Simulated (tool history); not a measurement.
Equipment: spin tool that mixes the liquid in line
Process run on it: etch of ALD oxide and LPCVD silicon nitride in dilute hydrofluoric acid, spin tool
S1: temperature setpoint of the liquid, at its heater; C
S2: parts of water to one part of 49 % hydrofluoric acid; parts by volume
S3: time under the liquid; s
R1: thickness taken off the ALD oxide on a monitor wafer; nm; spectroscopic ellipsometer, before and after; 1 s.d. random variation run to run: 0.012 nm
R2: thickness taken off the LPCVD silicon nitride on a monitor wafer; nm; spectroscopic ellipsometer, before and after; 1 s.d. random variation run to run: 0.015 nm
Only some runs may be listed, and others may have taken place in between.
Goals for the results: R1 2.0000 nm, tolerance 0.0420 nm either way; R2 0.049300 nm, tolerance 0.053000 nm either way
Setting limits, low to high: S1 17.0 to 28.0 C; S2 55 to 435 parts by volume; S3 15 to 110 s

run	hour	S1	S2	S3	R1	R2
1	0.0	20.0	245	55	4.6339	0.129230
2	2.6	20.0	245	70	5.9560	0.026521
3	4.2	20.0	300	70	4.6007	0.099825
4	5.1	19.0	335	70	3.8659	0.123660
5	7.2	18.5	360	70	3.4686	0.051191
6	9.0	18.5	300	70	4.3977	0.099898
7	11.8	18.5	340	65	3.4832	0.045330
8	20.5	18.5	365	60	2.9068	0.066366
9	22.2	18.0	385	60	2.6725	0.064179
10	27.8	17.5	400	60	2.5103	0.048080
11	36.2	17.5	410	60	2.4092	0.062815
12	44.4	17.5	410	60	2.4298	0.046806
13	53.4	17.5	415	60	2.3990	0.056573
14	57.0	17.5	420	60	2.3720	0.030984
15	65.6	17.5	425	60	2.3286	0.039895
16	67.3	17.5	430	60	2.2791	0.038447
17	73.5	17.0	430	55	2.0471	0.030087
18	79.3	17.5	430	55	2.0988	0.041047
19	86.5	17.5	435	55	2.0436	0.053815

5 candidate next runs follow, results not yet known. Just one meets every target within its allowed miss. Identify it.
A	93.7	19.0	430	50	?	?
B	93.7	21.5	435	50	?	?
C	93.7	17.0	360	45	?	?
D	93.7	24.0	430	45	?	?
E	93.7	18.5	430	55	?	?

move	R1	R2
A	1.9967	0.048724
B	2.1404	0.056121
C	2.1129	0.045758
D	2.1246	0.059259
E	2.1586	0.051960
A: in spec on every target
B: the biggest miss grows against the last run
C: the biggest miss grows against the last run
D: the biggest miss grows against the last run
E: the biggest miss grows against the last run
Go with A: it meets all targets.

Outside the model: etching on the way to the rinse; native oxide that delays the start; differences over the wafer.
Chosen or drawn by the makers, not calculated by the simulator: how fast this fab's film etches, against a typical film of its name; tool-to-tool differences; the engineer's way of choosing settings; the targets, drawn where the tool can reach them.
